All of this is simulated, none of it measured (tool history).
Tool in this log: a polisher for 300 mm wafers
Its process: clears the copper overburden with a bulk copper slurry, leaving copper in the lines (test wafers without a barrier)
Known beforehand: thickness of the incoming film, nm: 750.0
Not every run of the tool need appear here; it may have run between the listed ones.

run	hour	flow of slurry (ml/min)	pressure of the wafer on the pad (kPa)	speed of the pad under the wafer (cm/s)	abrasive content of the slurry	overpolish time after the end point (s)	time until the end point was called (s)	dishing of a wide line in a test structure (angstrom)
1	0	180	13.1	132	1	15	81.889	770.11
2	3.7	180	13.1	148	1	15	74.595	801.99
3	7.6	180	13.1	136	1	15	80.92	809.89
4	16	180	13.1	136	1	21	79.949	966.34
5	17.6	180	11.7	134	1	22	91.481	884.87
6	18.8	180	11	132	1	23	94.565	837.77
7	27.6	180	11	124	1	24	100.82	886.99
8	34.3	180	11	124	1	24	101.67	893.62
9	40.6	180	10.3	122	1	25	110.34	844.47

Predict the results of run 10:
10	43.5	180	9.7	120	1	26	?	?

time until the end point was called (s): 121.2
dishing of a wide line in a test structure (angstrom): 815.77
